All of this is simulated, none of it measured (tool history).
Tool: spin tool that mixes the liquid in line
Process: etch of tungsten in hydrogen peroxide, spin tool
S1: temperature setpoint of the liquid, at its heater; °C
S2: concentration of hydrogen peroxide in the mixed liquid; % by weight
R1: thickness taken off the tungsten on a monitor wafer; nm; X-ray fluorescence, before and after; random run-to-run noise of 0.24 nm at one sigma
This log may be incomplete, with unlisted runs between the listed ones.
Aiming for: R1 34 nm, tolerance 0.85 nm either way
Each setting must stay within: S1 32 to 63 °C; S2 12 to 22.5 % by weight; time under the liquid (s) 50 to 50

Run 1, hour 0: S1 47 °C, S2 15.5 % by weight, time under the liquid (s) 50. Result: R1 51.101 nm.
Run 2, hour 0.6: S1 45 °C, S2 15.5 % by weight, time under the liquid (s) 50. Result: R1 45.259 nm.
Run 3, hour 5.4: S1 43.5 °C, S2 15.5 % by weight, time under the liquid (s) 50. Result: R1 40.836 nm.
Run 4, hour 8.8: S1 50.5 °C, S2 15.5 % by weight, time under the liquid (s) 50. Result: R1 63.19 nm.
Run 5, hour 15.9: S1 50.5 °C, S2 13.5 % by weight, time under the liquid (s) 50. Result: R1 58.408 nm.
Run 6, hour 22.6: S1 47.5 °C, S2 13.5 % by weight, time under the liquid (s) 50. Result: R1 48.538 nm.
Run 7, hour 28.2: S1 45.5 °C, S2 13.5 % by weight, time under the liquid (s) 50. Result: R1 42.16 nm.
Run 8, hour 36.3: S1 44.5 °C, S2 13.5 % by weight, time under the liquid (s) 50. Result: R1 40.128 nm.
Run 9, hour 41: S1 43.5 °C, S2 13.5 % by weight, time under the liquid (s) 50. Result: R1 37.767 nm.
Run 10, hour 47.7: S1 43 °C, S2 13.5 % by weight, time under the liquid (s) 50. Result: R1 36.486 nm.
Run 11, hour 51.5: S1 42.5 °C, S2 13.5 % by weight, time under the liquid (s) 50. Result: R1 35.712 nm.

Of the 4 settings listed for the next run, only one would bring every result within its allowed miss of target. Which one?
Run A, hour 55.3: S1 43 °C, S2 14 % by weight, time under the liquid (s) 50. Result: R1 ?.
Run B, hour 55.3: S1 43.5 °C, S2 12.5 % by weight, time under the liquid (s) 50. Result: R1 ?.
Run C, hour 55.3: S1 41.5 °C, S2 12 % by weight, time under the liquid (s) 50. Result: R1 ?.
Run D, hour 55.3: S1 40 °C, S2 17.5 % by weight, time under the liquid (s) 50. Result: R1 ?.

move      R1
   A  37.026
   B  36.119
   C  31.134
   D  34.116
A: moves away from the targets compared with the last run
B: moves away from the targets compared with the last run
C: moves the result that the last run missed by most past its target, out the other side
D: every result lands within tolerance
D is the move that brings every result within its allowed miss.

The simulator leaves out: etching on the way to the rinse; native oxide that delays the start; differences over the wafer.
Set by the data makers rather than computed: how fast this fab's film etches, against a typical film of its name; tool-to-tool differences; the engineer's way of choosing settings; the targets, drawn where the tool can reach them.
